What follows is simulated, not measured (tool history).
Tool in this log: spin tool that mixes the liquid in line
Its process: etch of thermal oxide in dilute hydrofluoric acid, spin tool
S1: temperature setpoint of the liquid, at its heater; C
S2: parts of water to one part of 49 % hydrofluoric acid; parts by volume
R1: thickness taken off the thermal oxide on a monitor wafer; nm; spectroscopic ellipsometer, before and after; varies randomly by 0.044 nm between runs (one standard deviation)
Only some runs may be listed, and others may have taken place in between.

run 1 hour=0 | S1=26 S2=65 time_under_the_liquid_(s)=120 | R1=9.4086
run 2 hour=4.9 | S1=24 S2=65 time_under_the_liquid_(s)=120 | R1=8.7889
run 3 hour=5.7 | S1=21 S2=65 time_under_the_liquid_(s)=120 | R1=7.669
run 4 hour=13.9 | S1=20.5 S2=65 time_under_the_liquid_(s)=120 | R1=7.5785
run 5 hour=20.1 | S1=20.5 S2=55 time_under_the_liquid_(s)=120 | R1=8.9784
run 6 hour=28.4 | S1=20.5 S2=40 time_under_the_liquid_(s)=120 | R1=12.622
run 7 hour=34.4 | S1=20 S2=45 time_under_the_liquid_(s)=120 | R1=11.005
run 8 hour=42.2 | S1=19.5 S2=50 time_under_the_liquid_(s)=120 | R1=9.5098
-- hour=44.3 thermometer replaced
run 9 hour=44.3 | S1=19 S2=55 time_under_the_liquid_(s)=120 | R1=8.9448
run 10 hour=46.3 | S1=19 S2=60 time_under_the_liquid_(s)=120 | R1=8.1253

Run 11 has not been measured yet. What should we expect?
run 11 hour=54 | S1=18.5 S2=65 time_under_the_liquid_(s)=120 | R1=?

{"run 11": {"R1": 7.2684}}
